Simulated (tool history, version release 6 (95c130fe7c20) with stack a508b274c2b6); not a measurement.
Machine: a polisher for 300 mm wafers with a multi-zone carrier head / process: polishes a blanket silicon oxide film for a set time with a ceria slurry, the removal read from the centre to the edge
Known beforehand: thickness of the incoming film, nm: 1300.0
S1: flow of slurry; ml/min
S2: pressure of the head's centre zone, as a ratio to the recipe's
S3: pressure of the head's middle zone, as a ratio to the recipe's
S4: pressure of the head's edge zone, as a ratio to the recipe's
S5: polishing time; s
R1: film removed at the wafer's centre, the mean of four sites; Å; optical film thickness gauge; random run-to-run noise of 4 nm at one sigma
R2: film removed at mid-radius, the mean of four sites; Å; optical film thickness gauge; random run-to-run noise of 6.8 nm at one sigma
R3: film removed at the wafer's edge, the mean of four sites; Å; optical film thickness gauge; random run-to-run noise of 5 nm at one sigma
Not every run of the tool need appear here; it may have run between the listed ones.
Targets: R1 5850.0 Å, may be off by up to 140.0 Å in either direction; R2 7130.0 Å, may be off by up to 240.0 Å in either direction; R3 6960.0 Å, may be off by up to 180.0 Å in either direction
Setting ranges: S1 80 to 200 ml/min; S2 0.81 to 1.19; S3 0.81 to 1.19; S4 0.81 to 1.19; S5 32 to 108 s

run,day,S1,S2,S3,S4,S5,R1,R2,R3
1,0.000,130,1.00,1.00,1.00,70,4941.2,5098.6,4835.0
2,0.296,130,1.00,1.00,1.03,70,4998.2,4953.4,4886.5
3,0.342,130,1.00,1.00,1.03,58,4100.1,4192.3,4038.9
4,0.683,135,0.95,1.04,1.07,67,4655.0,5004.3,4778.2
5,0.979,135,1.01,1.04,1.07,67,4823.1,5008.5,4828.7
6,1.133,135,1.08,1.04,1.07,67,5114.3,5061.9,4803.8
7,1.217,140,1.00,1.07,1.11,73,5326.1,5635.3,5347.9
8,1.492,155,0.90,1.10,1.19,91,6192.9,7428.7,6988.7

Next run, 5 choices. One meets every target within its allowed miss, the rest don't. Which?
A,1.767,175,0.91,1.14,1.10,92,?,?,?
B,1.767,170,0.84,1.07,1.19,90,?,?,?
C,1.767,170,0.84,1.16,1.16,90,?,?,?
D,1.767,145,0.92,1.10,1.12,93,?,?,?
E,1.767,155,0.95,1.11,1.19,92,?,?,?

move,R1,R2,R3
A,6524.2,7951.5,6923.9
B,5952.7,7332.7,7022.4
C,5956.4,7859.1,6925.2
D,6397.5,7529.3,6889.9
E,6591.2,7603.3,7088.5
A: lands further from the targets than the last run did
B: every result lands within tolerance
C: meets the target for the result that was furthest off, but another lies outside its allowed miss
D: lands further from the targets than the last run did
E: lands further from the targets than the last run did
The right move is B.
